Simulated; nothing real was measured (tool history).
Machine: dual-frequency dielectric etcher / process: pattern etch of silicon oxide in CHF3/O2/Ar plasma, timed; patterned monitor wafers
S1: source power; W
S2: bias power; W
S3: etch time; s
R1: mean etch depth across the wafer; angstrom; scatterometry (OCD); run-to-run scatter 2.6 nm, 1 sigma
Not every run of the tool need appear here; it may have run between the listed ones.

{"run": 1, "hour": 0.0, "S1": 900, "S2": 152, "S3": 245.5, "R1": 4762.4}
{"run": 2, "hour": 8.1, "S1": 850, "S2": 149, "S3": 245.0, "R1": 4640.6}
{"run": 3, "hour": 9.8, "S1": 850, "S2": 165, "S3": 245.0, "R1": 4748.8}
{"run": 4, "hour": 11.4, "S1": 800, "S2": 162, "S3": 244.5, "R1": 4641.6}
{"run": 5, "hour": 18.5, "S1": 800, "S2": 175, "S3": 244.5, "R1": 4710.2}
{"run": 6, "hour": 26.1, "S1": 760, "S2": 171, "S3": 243.0, "R1": 4593.8}
{"run": 7, "hour": 29.6, "S1": 720, "S2": 168, "S3": 242.0, "R1": 4445.9}
{"run": 8, "hour": 31.0, "S1": 700, "S2": 167, "S3": 242.0, "R1": 4449.7}
{"run": 9, "hour": 38.0, "S1": 670, "S2": 165, "S3": 241.5, "R1": 4334.6}
{"run": 10, "hour": 42.2, "S1": 650, "S2": 164, "S3": 241.5, "R1": 4323.9}
{"run": 11, "hour": 49.1, "S1": 630, "S2": 163, "S3": 241.5, "R1": 4337.7}

Forecast run 12:
{"run": 12, "hour": 54.2, "S1": 620, "S2": 161, "S3": 240.5, "R1": "?"}

Run 12 yielded R1 4265.3 angstrom.

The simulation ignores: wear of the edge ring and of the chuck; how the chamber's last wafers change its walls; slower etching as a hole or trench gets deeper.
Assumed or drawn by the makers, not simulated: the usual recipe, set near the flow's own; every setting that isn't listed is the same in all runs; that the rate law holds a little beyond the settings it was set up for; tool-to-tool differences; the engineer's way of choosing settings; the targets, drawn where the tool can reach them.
